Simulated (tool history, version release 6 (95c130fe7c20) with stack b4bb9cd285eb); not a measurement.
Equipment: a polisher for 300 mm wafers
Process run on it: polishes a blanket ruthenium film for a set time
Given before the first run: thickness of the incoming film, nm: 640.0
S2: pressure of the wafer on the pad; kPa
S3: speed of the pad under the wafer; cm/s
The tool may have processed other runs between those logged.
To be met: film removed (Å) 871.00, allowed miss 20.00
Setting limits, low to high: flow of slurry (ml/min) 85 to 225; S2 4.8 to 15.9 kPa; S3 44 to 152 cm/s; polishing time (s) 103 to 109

Run 1, day 0.000: flow of slurry (ml/min) 145, S2 10.3 kPa, S3 98 cm/s, polishing time (s) 103. Result: film removed (Å) 999.27.
Run 2, day 0.138: flow of slurry (ml/min) 145, S2 10.3 kPa, S3 98 cm/s, polishing time (s) 103. Result: film removed (Å) 999.76.
Run 3, day 0.208: flow of slurry (ml/min) 145, S2 10.3 kPa, S3 90 cm/s, polishing time (s) 103. Result: film removed (Å) 950.39.
Run 4, day 0.238: flow of slurry (ml/min) 145, S2 10.3 kPa, S3 90 cm/s, polishing time (s) 109. Result: film removed (Å) 1010.40.
Run 5, day 0.292: flow of slurry (ml/min) 140, S2 10.3 kPa, S3 90 cm/s, polishing time (s) 109. Result: film removed (Å) 1004.10.
Run 6, day 0.567: flow of slurry (ml/min) 175, S2 10.3 kPa, S3 90 cm/s, polishing time (s) 109. Result: film removed (Å) 1030.40.
Run 7, day 0.621: flow of slurry (ml/min) 170, S2 10.3 kPa, S3 90 cm/s, polishing time (s) 109. Result: film removed (Å) 1027.70.
Run 8, day 0.858: flow of slurry (ml/min) 165, S2 10.3 kPa, S3 90 cm/s, polishing time (s) 109. Result: film removed (Å) 1041.50.
Run 9, day 0.988: flow of slurry (ml/min) 155, S2 10.3 kPa, S3 90 cm/s, polishing time (s) 109. Result: film removed (Å) 1025.40.
Run 10, day 1.100: flow of slurry (ml/min) 150, S2 10.3 kPa, S3 90 cm/s, polishing time (s) 109. Result: film removed (Å) 1017.70.
Run 11, day 1.262: flow of slurry (ml/min) 145, S2 10.3 kPa, S3 90 cm/s, polishing time (s) 109. Result: film removed (Å) 1008.30.
Run 12, day 1.333: flow of slurry (ml/min) 140, S2 10.3 kPa, S3 90 cm/s, polishing time (s) 109. Result: film removed (Å) 997.66.
Run 13, day 1.367: flow of slurry (ml/min) 135, S2 10.3 kPa, S3 90 cm/s, polishing time (s) 109. Result: film removed (Å) 999.83.

Exactly one of the 5 candidate moves below puts every result within its allowed miss. Which one?
Run A, day 1.400: flow of slurry (ml/min) 125, S2 9.7 kPa, S3 90 cm/s, polishing time (s) 109. Result: film removed (Å) ?.
Run B, day 1.400: flow of slurry (ml/min) 140, S2 9.7 kPa, S3 82 cm/s, polishing time (s) 106. Result: film removed (Å) ?.
Run C, day 1.400: flow of slurry (ml/min) 130, S2 13.1 kPa, S3 84 cm/s, polishing time (s) 109. Result: film removed (Å) ?.
Run D, day 1.400: flow of slurry (ml/min) 120, S2 9.7 kPa, S3 84 cm/s, polishing time (s) 103. Result: film removed (Å) ?.
Run E, day 1.400: flow of slurry (ml/min) 120, S2 8.3 kPa, S3 92 cm/s, polishing time (s) 109. Result: film removed (Å) ?.

move  film removed (Å)
   A            931.94
   B            875.43
   C           1145.40
   D            834.43
   E            833.94
A: better than the last run, though not everything is in spec
B: all results land within tolerance of their targets
C: misses by more than the last run did
D: moves the result that the last run missed by most past its target, out the other side
E: moves the result that the last run missed by most past its target, out the other side
Correct choice: B, which meets every target
